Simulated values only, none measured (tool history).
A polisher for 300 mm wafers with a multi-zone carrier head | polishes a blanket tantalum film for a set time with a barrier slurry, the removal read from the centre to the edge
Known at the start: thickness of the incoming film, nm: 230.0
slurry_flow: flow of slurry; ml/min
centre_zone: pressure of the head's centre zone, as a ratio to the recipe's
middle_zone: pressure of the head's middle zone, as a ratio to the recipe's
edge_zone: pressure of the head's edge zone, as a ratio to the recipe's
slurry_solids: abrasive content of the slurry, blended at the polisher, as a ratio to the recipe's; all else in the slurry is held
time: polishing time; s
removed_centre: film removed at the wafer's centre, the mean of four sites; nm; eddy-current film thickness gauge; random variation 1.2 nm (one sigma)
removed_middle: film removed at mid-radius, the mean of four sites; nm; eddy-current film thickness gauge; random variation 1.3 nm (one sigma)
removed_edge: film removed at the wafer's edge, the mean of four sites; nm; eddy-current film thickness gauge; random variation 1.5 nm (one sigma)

run,hour,slurry_flow,centre_zone,middle_zone,edge_zone,slurry_solids,time,removed_centre,removed_middle,removed_edge
1,0.0,145,1.00,1.00,1.00,1.00,42,90.196,90.196,91.366
2,1.2,145,1.00,1.00,1.06,1.00,42,89.158,91.200,94.370
3,3.8,165,1.00,1.00,1.06,1.00,42,93.819,92.375,97.599
4,5.1,170,1.00,1.00,1.07,1.00,42,95.217,94.034,96.790
5,7.9,205,1.00,1.00,1.07,1.00,42,97.236,98.479,99.104
6,15.1,225,1.00,1.00,1.07,1.00,42,99.047,99.373,99.803
7,24.0,220,1.00,0.99,1.08,1.05,42,100.620,96.148,103.140

Run 8 comes next. What will it give?
8,25.3,220,1.00,1.00,1.09,1.10,42,?,?,?

Run 8 gave removed_centre 102.790 nm, removed_middle 101.340 nm, removed_edge 105.480 nm.

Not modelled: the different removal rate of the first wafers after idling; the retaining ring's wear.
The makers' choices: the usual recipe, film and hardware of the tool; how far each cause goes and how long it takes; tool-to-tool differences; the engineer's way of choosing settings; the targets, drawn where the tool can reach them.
